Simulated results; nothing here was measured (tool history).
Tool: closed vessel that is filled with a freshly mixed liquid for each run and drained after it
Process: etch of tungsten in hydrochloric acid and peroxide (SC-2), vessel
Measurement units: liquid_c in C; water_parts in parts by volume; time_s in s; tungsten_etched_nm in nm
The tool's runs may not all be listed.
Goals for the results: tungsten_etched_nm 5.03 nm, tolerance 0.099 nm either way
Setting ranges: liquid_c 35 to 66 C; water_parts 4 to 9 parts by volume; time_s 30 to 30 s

Run 1, hour 0: liquid_c 50 C, water_parts 5 parts by volume, time_s 30 s. Result: tungsten_etched_nm 10.329 nm.
Run 2, hour 4.3: liquid_c 47.5 C, water_parts 5 parts by volume, time_s 30 s. Result: tungsten_etched_nm 8.8002 nm.
Run 3, hour 8.4: liquid_c 50 C, water_parts 5 parts by volume, time_s 30 s. Result: tungsten_etched_nm 10.547 nm.
Run 4, hour 17.3: liquid_c 47 C, water_parts 5 parts by volume, time_s 30 s. Result: tungsten_etched_nm 8.5756 nm.
Run 5, hour 24.6: liquid_c 45 C, water_parts 5 parts by volume, time_s 30 s. Result: tungsten_etched_nm 7.4232 nm.
Run 6, hour 33.7: liquid_c 43.5 C, water_parts 5 parts by volume, time_s 30 s. Result: tungsten_etched_nm 6.6664 nm.
Run 7, hour 41.4: liquid_c 42.5 C, water_parts 5 parts by volume, time_s 30 s. Result: tungsten_etched_nm 6.2962 nm.
Run 8, hour 48.1: liquid_c 42 C, water_parts 5 parts by volume, time_s 30 s. Result: tungsten_etched_nm 6.064 nm.
Run 9, hour 56: liquid_c 41.5 C, water_parts 5 parts by volume, time_s 30 s. Result: tungsten_etched_nm 5.7922 nm.
Run 10, hour 60.4: liquid_c 41.5 C, water_parts 5 parts by volume, time_s 30 s. Result: tungsten_etched_nm 5.7932 nm.
Run 11, hour 63.5: liquid_c 41 C, water_parts 5 parts by volume, time_s 30 s. Result: tungsten_etched_nm 5.6051 nm.
Run 12, hour 68.9: liquid_c 40.5 C, water_parts 5 parts by volume, time_s 30 s. Result: tungsten_etched_nm 5.3764 nm.
Run 13, hour 74.8: liquid_c 40 C, water_parts 5 parts by volume, time_s 30 s. Result: tungsten_etched_nm 5.2711 nm.
Run 14, hour 80.1: liquid_c 39 C, water_parts 5 parts by volume, time_s 30 s. Result: tungsten_etched_nm 4.9081 nm.

Which single option among these 4 for the next run brings every result within its allowed miss of target? Just one does.
Run A, hour 85.4: liquid_c 38 C, water_parts 4 parts by volume, time_s 30 s. Result: tungsten_etched_nm ?.
Run B, hour 85.4: liquid_c 39.5 C, water_parts 5 parts by volume, time_s 30 s. Result: tungsten_etched_nm ?.
Run C, hour 85.4: liquid_c 40 C, water_parts 5 parts by volume, time_s 30 s. Result: tungsten_etched_nm ?.
Run D, hour 85.4: liquid_c 39 C, water_parts 4.5 parts by volume, time_s 30 s. Result: tungsten_etched_nm ?.

move  tungsten_etched_nm
   A              5.2966
   B              5.0545
   C              5.2374
   D              5.2525
A: moves the result that the last run missed by most past its target, out the other side
B: every result within its allowed miss
C: moves the result that the last run missed by most past its target, out the other side
D: moves the result that the last run missed by most past its target, out the other side
Correct choice: B, which meets every target
